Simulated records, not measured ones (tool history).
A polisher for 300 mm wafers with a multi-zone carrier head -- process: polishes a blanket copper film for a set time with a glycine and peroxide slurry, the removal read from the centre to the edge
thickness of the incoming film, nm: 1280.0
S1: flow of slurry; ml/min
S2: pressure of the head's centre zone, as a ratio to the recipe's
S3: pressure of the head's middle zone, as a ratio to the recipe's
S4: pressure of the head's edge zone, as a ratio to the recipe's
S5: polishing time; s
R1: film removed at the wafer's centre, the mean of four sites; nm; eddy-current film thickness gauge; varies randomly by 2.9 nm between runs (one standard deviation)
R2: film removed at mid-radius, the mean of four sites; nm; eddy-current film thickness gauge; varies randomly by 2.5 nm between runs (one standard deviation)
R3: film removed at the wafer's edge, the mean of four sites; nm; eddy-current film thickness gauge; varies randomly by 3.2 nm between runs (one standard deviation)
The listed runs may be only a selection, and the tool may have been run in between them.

run	day	S1	S2	S3	S4	S5	R1	R2	R3
1	0.000	210	1.00	1.00	1.00	88	423.50	422.93	431.60
2	0.325	205	0.99	0.97	0.99	78	382.16	369.00	387.13
3	0.667	205	1.02	0.97	0.99	78	394.10	362.26	380.44
4	0.821	230	1.02	0.97	0.99	78	396.74	366.79	386.02
5	0.867	215	0.99	0.94	0.98	70	341.33	317.87	339.95
6	1.100	215	0.96	0.94	0.98	70	322.65	316.21	333.15
7	1.154	215	0.95	0.91	0.98	66	303.53	297.54	322.80
8	1.321	215	0.95	0.89	0.98	62	281.90	264.07	306.93
9	1.367	195	0.92	0.85	0.88	48	213.41	195.14	221.84

Forecast run 10:
10	1.525	205	0.92	0.85	0.89	48	?	?	?

{"run 10": {"R1": 216.81, "R2": 199.92, "R3": 225.25}}

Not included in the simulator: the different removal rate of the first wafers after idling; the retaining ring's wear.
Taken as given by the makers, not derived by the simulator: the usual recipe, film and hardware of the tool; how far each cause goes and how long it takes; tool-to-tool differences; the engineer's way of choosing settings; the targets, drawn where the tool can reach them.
